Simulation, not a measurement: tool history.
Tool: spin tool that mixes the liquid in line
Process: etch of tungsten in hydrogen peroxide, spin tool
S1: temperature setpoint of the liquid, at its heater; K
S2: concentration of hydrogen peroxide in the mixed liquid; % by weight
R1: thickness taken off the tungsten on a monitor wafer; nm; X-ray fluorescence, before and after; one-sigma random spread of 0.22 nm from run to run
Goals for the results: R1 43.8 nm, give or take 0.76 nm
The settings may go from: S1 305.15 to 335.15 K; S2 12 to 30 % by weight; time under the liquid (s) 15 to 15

{"run": 1, "day": 0.0, "S1": 319.15, "S2": 23, "time under the liquid (s)": 15, "R1": 32.181}
{"run": 2, "day": 0.083, "S1": 319.15, "S2": 27, "time under the liquid (s)": 15, "R1": 35.098}
{"run": 3, "day": 0.421, "S1": 319.65, "S2": 27, "time under the liquid (s)": 15, "R1": 36.126}
{"run": 4, "day": 0.529, "S1": 319.65, "S2": 27, "time under the liquid (s)": 15, "R1": 36.112}
{"run": 5, "day": 0.608, "S1": 319.65, "S2": 29, "time under the liquid (s)": 15, "R1": 37.424}
{"run": 6, "day": 0.688, "S1": 320.15, "S2": 29, "time under the liquid (s)": 15, "R1": 38.89}
{"run": 7, "day": 0.712, "S1": 320.65, "S2": 29, "time under the liquid (s)": 15, "R1": 39.683}
{"run": 8, "day": 1.046, "S1": 321.15, "S2": 29, "time under the liquid (s)": 15, "R1": 41.507}
{"run": 9, "day": 1.129, "S1": 321.65, "S2": 29, "time under the liquid (s)": 15, "R1": 42.408}

Below are 5 possible settings for the next run. Only one of them brings all results inside the allowed miss of their targets. Which is it?
{"run": "A", "day": 1.212, "S1": 321.65, "S2": 28, "time under the liquid (s)": 15, "R1": "?"}
{"run": "B", "day": 1.212, "S1": 321.65, "S2": 28.5, "time under the liquid (s)": 15, "R1": "?"}
{"run": "C", "day": 1.212, "S1": 321.65, "S2": 26.5, "time under the liquid (s)": 15, "R1": "?"}
{"run": "D", "day": 1.212, "S1": 321.15, "S2": 30, "time under the liquid (s)": 15, "R1": "?"}
{"run": "E", "day": 1.212, "S1": 322.15, "S2": 29.5, "time under the liquid (s)": 15, "R1": "?"}

move=A R1=41.884
move=B R1=42.256
move=C R1=40.746
move=D R1=42.035
move=E R1=44.336
A: further off than the last run
B: further off than the last run
C: further off than the last run
D: further off than the last run
E: all results land within tolerance of their targets
Go with E: it meets all targets.
